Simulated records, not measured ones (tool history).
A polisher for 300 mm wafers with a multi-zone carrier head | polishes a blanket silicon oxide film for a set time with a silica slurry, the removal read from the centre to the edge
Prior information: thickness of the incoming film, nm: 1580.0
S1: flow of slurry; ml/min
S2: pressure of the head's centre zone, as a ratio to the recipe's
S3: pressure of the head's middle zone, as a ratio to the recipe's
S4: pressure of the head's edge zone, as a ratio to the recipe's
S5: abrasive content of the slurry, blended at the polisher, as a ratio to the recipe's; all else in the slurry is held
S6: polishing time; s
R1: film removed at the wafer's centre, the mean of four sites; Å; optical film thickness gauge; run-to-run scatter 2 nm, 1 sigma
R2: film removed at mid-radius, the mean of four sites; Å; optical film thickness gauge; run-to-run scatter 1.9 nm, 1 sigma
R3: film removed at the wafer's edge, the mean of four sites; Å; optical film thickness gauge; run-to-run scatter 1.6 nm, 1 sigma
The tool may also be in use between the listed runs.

Run 1, hour 0.0: S1 155 ml/min, S2 1.00, S3 1.00, S4 1.00, S5 1.00, S6 54 s. Result: R1 2030.3 Å, R2 2086.3 Å, R3 2078.1 Å.
Run 2, hour 8.5: S1 155 ml/min, S2 1.00, S3 1.00, S4 0.96, S5 1.00, S6 54 s. Result: R1 2108.1 Å, R2 2095.8 Å, R3 1973.8 Å.
Run 3, hour 12.8: S1 145 ml/min, S2 0.95, S3 0.96, S4 0.96, S5 0.90, S6 54 s. Result: R1 1780.3 Å, R2 1878.2 Å, R3 1860.0 Å.
Run 4, hour 17.7: S1 145 ml/min, S2 0.95, S3 0.96, S4 1.05, S5 0.90, S6 54 s. Result: R1 1765.3 Å, R2 1894.2 Å, R3 1961.3 Å.
Run 5, hour 25.5: S1 145 ml/min, S2 0.95, S3 0.96, S4 1.05, S5 0.80, S6 54 s. Result: R1 1648.0 Å, R2 1780.2 Å, R3 1847.9 Å.
At hour 32.4: worn pad replaced by a new one.
Run 6, hour 32.4: S1 145 ml/min, S2 0.95, S3 0.96, S4 1.05, S5 0.90, S6 54 s. Result: R1 2021.0 Å, R2 2174.7 Å, R3 2229.3 Å.
Run 7, hour 33.8: S1 130 ml/min, S2 0.93, S3 0.93, S4 1.01, S5 0.85, S6 55 s. Result: R1 1952.3 Å, R2 2123.1 Å, R3 2137.4 Å.
Run 8, hour 34.4: S1 130 ml/min, S2 0.93, S3 0.93, S4 1.01, S5 0.85, S6 55 s. Result: R1 1918.8 Å, R2 2042.3 Å, R3 2115.1 Å.
Run 9, hour 39.1: S1 165 ml/min, S2 0.93, S3 0.92, S4 1.02, S5 0.80, S6 55 s. Result: R1 1949.0 Å, R2 2100.4 Å, R3 2115.3 Å.
Run 10, hour 40.6: S1 130 ml/min, S2 0.85, S3 0.82, S4 0.92, S5 0.55, S6 52 s. Result: R1 1198.3 Å, R2 1339.9 Å, R3 1418.5 Å.
Run 11, hour 47.8: S1 175 ml/min, S2 0.88, S3 0.83, S4 0.99, S5 0.55, S6 52 s. Result: R1 1330.4 Å, R2 1432.8 Å, R3 1520.0 Å.
Run 12, hour 56.0: S1 210 ml/min, S2 0.89, S3 0.85, S4 1.05, S5 0.60, S6 52 s. Result: R1 1453.7 Å, R2 1643.4 Å, R3 1718.5 Å.
Run 13, hour 58.1: S1 205 ml/min, S2 0.89, S3 0.84, S4 1.04, S5 0.60, S6 52 s. Result: R1 1494.1 Å, R2 1589.0 Å, R3 1717.9 Å.

What will run 14 give?
Run 14, hour 59.8: S1 200 ml/min, S2 0.89, S3 0.84, S4 1.03, S5 0.60, S6 52 s. Result: R1 ?, R2 ?, R3 ?.

Run 14 came out at R1 1499.3 Å, R2 1573.1 Å, R3 1714.6 Å.

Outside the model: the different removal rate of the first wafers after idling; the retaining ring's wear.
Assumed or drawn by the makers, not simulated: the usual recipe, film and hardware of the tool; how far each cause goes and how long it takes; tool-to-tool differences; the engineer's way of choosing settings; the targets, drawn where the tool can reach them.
